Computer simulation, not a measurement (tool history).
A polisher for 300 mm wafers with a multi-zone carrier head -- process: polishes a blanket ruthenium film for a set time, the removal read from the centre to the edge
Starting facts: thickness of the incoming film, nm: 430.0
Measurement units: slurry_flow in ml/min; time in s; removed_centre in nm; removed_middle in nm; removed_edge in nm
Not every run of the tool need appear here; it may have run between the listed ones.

| run | day | slurry_flow | centre_zone | middle_zone | edge_zone | time | removed_centre | removed_middle | removed_edge |
|---|---|---|---|---|---|---|---|---|---|
| 1 | 0.000 | 195 | 1.00 | 1.00 | 1.00 | 72 | 95.175 | 95.953 | 97.541 |
| 2 | 0.238 | 195 | 1.00 | 1.00 | 0.93 | 72 | 95.467 | 92.484 | 93.971 |
| 3 | 0.554 | 185 | 0.96 | 1.00 | 0.90 | 59 | 74.344 | 78.645 | 77.467 |
| 4 | 0.646 | 185 | 0.96 | 0.96 | 0.90 | 59 | 74.785 | 73.376 | 76.838 |
| 5 | 0.829 | 185 | 0.90 | 0.96 | 0.90 | 59 | 70.305 | 75.351 | 76.406 |
| 6 | 1.125 | 185 | 0.90 | 0.95 | 0.87 | 50 | 60.052 | 63.686 | 62.929 |

The next listed run, before its measurement:
| 7 | 1.271 | 160 | 0.84 | 0.86 | 0.81 | 41 | ? | ? | ? |

removed_centre: 44.307 nm
removed_middle: 46.250 nm
removed_edge: 50.542 nm
